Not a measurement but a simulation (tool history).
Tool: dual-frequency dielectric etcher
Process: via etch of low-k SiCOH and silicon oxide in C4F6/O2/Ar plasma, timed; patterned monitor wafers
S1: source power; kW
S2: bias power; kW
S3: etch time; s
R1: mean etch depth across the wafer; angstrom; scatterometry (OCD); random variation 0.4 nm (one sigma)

{"run": 1, "day": 0.0, "S1": 0.44, "S2": 0.211, "S3": 36.5, "R1": 915.87}
{"run": 2, "day": 0.042, "S1": 0.44, "S2": 0.211, "S3": 36.5, "R1": 909.14}
{"run": 3, "day": 0.092, "S1": 0.44, "S2": 0.224, "S3": 36.5, "R1": 939.12}
{"run": 4, "day": 0.146, "S1": 0.39, "S2": 0.224, "S3": 36.5, "R1": 889.49}
{"run": 5, "day": 0.325, "S1": 0.39, "S2": 0.224, "S3": 36.5, "R1": 885.14}
{"run": 6, "day": 0.412, "S1": 0.39, "S2": 0.254, "S3": 36.5, "R1": 929.93}
{"run": 7, "day": 0.688, "S1": 0.36, "S2": 0.237, "S3": 36.5, "R1": 877.04}

Forecast run 8:
{"run": 8, "day": 0.792, "S1": 0.33, "S2": 0.225, "S3": 36.5, "R1": "?"}

{"run 8": {"R1": 836.98}}
